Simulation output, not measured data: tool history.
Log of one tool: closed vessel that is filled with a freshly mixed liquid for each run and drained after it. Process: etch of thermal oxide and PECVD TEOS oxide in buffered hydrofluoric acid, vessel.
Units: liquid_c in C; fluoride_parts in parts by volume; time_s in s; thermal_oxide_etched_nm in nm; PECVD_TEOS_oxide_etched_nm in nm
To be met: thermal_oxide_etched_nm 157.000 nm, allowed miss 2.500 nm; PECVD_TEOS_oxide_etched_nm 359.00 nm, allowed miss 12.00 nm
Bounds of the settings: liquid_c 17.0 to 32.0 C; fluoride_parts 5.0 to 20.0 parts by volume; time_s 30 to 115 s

run  hour  liquid_c  fluoride_parts  time_s  thermal_oxide_etched_nm  PECVD_TEOS_oxide_etched_nm
  1   0.0      24.0            12.0      60                   61.530                      143.19
  2   4.3      24.0            12.0      75                   76.735                      173.33
  3  12.2      24.0            12.0      65                   66.369                      152.10
  4  14.0      24.0             9.0      65                   85.096                      193.86
  5  17.0      24.0             9.0      80                  104.970                      240.25
  6  20.0      24.0            12.0      80                   81.862                      187.24
  7  26.1      26.0            11.5      80                   95.630                      215.65
  8  30.2      30.0             9.0      80                  144.400                      330.83
  9  37.9      30.5             9.0      80                  148.660                      340.54

Which of these 4 next moves meets every target?
  A  45.6      29.0            12.5     110                        ?                           ?
  B  45.6      31.5             9.0      80                        ?                           ?
  C  45.6      28.5             6.5      70                        ?                           ?
  D  45.6      29.0            11.5     100                        ?                           ?

move  thermal_oxide_etched_nm  PECVD_TEOS_oxide_etched_nm
   A                  140.980                      323.13
   B                  155.170                      355.64
   C                  162.340                      372.09
   D                  139.030                      318.66
A: further off than the last run
B: meets every target
C: takes the result that was furthest off past its target
D: further off than the last run
The right move is B.
